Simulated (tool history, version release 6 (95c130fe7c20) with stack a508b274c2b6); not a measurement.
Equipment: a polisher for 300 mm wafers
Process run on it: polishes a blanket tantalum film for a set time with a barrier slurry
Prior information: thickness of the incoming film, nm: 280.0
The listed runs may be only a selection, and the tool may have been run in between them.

run  hour  flow of slurry (ml/min)  pressure of the wafer on the pad (psi)  speed of the pad under the wafer (m/s)  abrasive content of the slurry  polishing time (s)  film removed (nm)
  1     0                      235                                     1.9                                    1.16                               1                  77             158.02
  2   0.7                      235                                     1.9                                    1.16                               1                  81             165.61
  3   5.7                      245                                     2.1                                    1.16                               1                  81             183.06
  4  12.7                      245                                     2.3                                    1.16                               1                  81             197.24
  5    14                      245                                     2.5                                    1.16                               1                  81             216.08
  6  15.4                      245                                     2.6                                    1.16                               1                  81             226.31
  7  17.3                      245                                     2.7                                    1.16                               1                  81             231.09
  8  21.5                      255                                     2.8                                    1.16                               1                  81             241.28

Run 9, settings as shown, results not yet in. Your forecast:
  9  22.4                      255                                     2.8                                    1.16                               1                  81                  ?

film removed (nm): 240.15
